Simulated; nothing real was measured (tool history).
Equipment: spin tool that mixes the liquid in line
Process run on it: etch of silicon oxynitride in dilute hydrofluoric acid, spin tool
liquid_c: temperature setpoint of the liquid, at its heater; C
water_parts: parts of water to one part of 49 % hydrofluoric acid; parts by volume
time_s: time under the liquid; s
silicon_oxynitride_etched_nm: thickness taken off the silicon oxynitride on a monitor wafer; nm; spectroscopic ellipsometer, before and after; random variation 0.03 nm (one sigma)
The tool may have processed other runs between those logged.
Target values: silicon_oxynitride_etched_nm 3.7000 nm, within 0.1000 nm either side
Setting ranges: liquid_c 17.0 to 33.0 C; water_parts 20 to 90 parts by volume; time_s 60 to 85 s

run,hour,liquid_c,water_parts,time_s,silicon_oxynitride_etched_nm
1,0.0,25.0,50,85,2.8991
2,1.7,25.0,50,85,2.8824
3,8.8,25.0,50,85,2.9235
4,13.6,25.0,50,85,2.8789
5,21.6,26.0,50,85,3.0691
6,26.4,26.5,50,85,3.1315
7,27.5,27.0,50,85,3.2181
8,34.8,27.5,50,85,3.2502
9,40.8,28.0,50,85,3.3503
10,42.5,28.5,50,85,3.4633

Exactly one of the 5 candidate moves below puts every result within its allowed miss. Which one?
A,44.2,28.0,35,65,?
B,44.2,28.0,35,60,?
C,44.2,29.5,45,75,?
D,44.2,26.5,40,75,?
E,44.2,29.0,50,85,?

move,silicon_oxynitride_etched_nm
A,3.7077
B,3.4225
C,3.5395
D,3.4682
E,3.5090
A: meets every target
B: the biggest miss grows against the last run
C: an improvement on the last run, though not all results are within tolerance
D: roughly where the last run was
E: an improvement on the last run, though not all results are within tolerance
Answer: A

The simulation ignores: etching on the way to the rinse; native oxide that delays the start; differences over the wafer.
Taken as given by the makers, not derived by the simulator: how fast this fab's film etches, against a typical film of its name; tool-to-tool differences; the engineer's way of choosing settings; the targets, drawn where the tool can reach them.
